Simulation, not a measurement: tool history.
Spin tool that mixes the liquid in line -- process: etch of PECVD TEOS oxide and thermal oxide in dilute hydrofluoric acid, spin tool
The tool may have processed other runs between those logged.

| run | day | temperature setpoint of the liquid (K) | parts of water to one part of 49 % hydrofluoric acid (parts by volume) | time under the liquid (s) | thickness taken off the PECVD TEOS oxide on a monitor wafer (nm) | thickness taken off the thermal oxide on a monitor wafer (nm) |
|---|---|---|---|---|---|---|
| 1 | 0.000 | 294.15 | 200 | 180 | 8.1234 | 3.4986 |
| 2 | 0.092 | 292.65 | 230 | 180 | 6.5542 | 2.8041 |
| 3 | 0.462 | 292.15 | 250 | 180 | 5.8327 | 2.5019 |
| 4 | 0.754 | 290.15 | 250 | 180 | 5.2703 | 2.2788 |
| 5 | 0.800 | 290.15 | 200 | 180 | 6.8793 | 2.9730 |
| 6 | 0.862 | 290.15 | 230 | 180 | 5.9011 | 2.4975 |
| 7 | 1.179 | 290.15 | 255 | 180 | 5.2162 | 2.2307 |

The next listed run, before its measurement:
| 8 | 1.271 | 290.15 | 270 | 180 | ? | ? |

For run 8 the tool returned thickness taken off the PECVD TEOS oxide on a monitor wafer (nm) 4.8846, thickness taken off the thermal oxide on a monitor wafer (nm) 2.1094.
